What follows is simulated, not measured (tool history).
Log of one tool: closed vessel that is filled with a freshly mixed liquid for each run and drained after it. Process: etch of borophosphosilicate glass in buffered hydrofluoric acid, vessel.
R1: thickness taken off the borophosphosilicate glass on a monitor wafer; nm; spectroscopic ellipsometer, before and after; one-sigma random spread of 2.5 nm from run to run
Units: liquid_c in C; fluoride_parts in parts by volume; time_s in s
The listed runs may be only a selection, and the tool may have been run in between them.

run 1 hour=0.0 | liquid_c=22.0 fluoride_parts=12.5 time_s=90 | R1=104.990
run 2 hour=5.4 | liquid_c=22.0 fluoride_parts=14.0 time_s=90 | R1=92.345
run 3 hour=6.8 | liquid_c=22.0 fluoride_parts=16.5 time_s=90 | R1=77.788
run 4 hour=10.8 | liquid_c=24.0 fluoride_parts=13.5 time_s=90 | R1=107.910
run 5 hour=19.3 | liquid_c=25.5 fluoride_parts=11.5 time_s=90 | R1=135.220
run 6 hour=26.3 | liquid_c=25.5 fluoride_parts=11.5 time_s=90 | R1=134.360
run 7 hour=30.0 | liquid_c=26.5 fluoride_parts=10.0 time_s=90 | R1=162.960
run 8 hour=32.2 | liquid_c=27.5 fluoride_parts=9.0 time_s=90 | R1=183.610
run 9 hour=40.4 | liquid_c=30.0 fluoride_parts=5.5 time_s=90 | R1=342.430
run 10 hour=43.8 | liquid_c=29.0 fluoride_parts=5.5 time_s=90 | R1=325.260
run 11 hour=45.2 | liquid_c=27.5 fluoride_parts=5.5 time_s=90 | R1=296.720
run 12 hour=47.7 | liquid_c=27.5 fluoride_parts=5.5 time_s=90 | R1=305.200
run 13 hour=49.2 | liquid_c=26.5 fluoride_parts=5.5 time_s=90 | R1=279.400
run 14 hour=57.1 | liquid_c=26.0 fluoride_parts=5.5 time_s=90 | R1=274.550

Estimate the outcome of run 15 from the log above:
run 15 hour=65.9 | liquid_c=25.5 fluoride_parts=5.5 time_s=90 | R1=?

{"run 15": {"R1": 268.29}}

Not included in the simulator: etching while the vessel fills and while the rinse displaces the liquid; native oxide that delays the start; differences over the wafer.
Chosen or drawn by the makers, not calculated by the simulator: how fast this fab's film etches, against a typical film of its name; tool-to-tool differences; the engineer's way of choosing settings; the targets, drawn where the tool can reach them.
